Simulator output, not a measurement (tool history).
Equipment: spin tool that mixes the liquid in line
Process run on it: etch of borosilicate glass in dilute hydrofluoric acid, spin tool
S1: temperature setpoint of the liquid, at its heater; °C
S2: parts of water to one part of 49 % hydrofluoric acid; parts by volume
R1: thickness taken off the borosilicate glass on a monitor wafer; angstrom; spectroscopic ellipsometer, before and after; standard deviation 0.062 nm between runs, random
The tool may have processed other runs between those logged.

{"run": 1, "hour": 0.0, "S1": 23.0, "S2": 50, "time under the liquid (s)": 15, "R1": 120.41}
{"run": 2, "hour": 8.0, "S1": 21.5, "S2": 55, "time under the liquid (s)": 15, "R1": 101.52}
{"run": 3, "hour": 10.9, "S1": 23.5, "S2": 55, "time under the liquid (s)": 15, "R1": 111.9}
{"run": 4, "hour": 19.6, "S1": 22.0, "S2": 60, "time under the liquid (s)": 15, "R1": 94.179}
{"run": 5, "hour": 27.3, "S1": 22.0, "S2": 55, "time under the liquid (s)": 15, "R1": 101.72}
{"run": 6, "hour": 33.1, "S1": 24.5, "S2": 55, "time under the liquid (s)": 15, "R1": 115.66}
{"run": 7, "hour": 39.2, "S1": 22.5, "S2": 60, "time under the liquid (s)": 15, "R1": 95.648}
{"run": 8, "hour": 48.2, "S1": 21.0, "S2": 60, "time under the liquid (s)": 15, "R1": 90.684}
{"run": 9, "hour": 51.5, "S1": 20.0, "S2": 65, "time under the liquid (s)": 15, "R1": 81.965}
{"run": 10, "hour": 52.8, "S1": 19.5, "S2": 70, "time under the liquid (s)": 15, "R1": 72.295}
{"run": 11, "hour": 56.0, "S1": 19.0, "S2": 70, "time under the liquid (s)": 15, "R1": 70.448}

The next listed run, before its measurement:
{"run": 12, "hour": 61.8, "S1": 17.0, "S2": 70, "time under the liquid (s)": 15, "R1": "?"}

R1: 66.193 angstrom
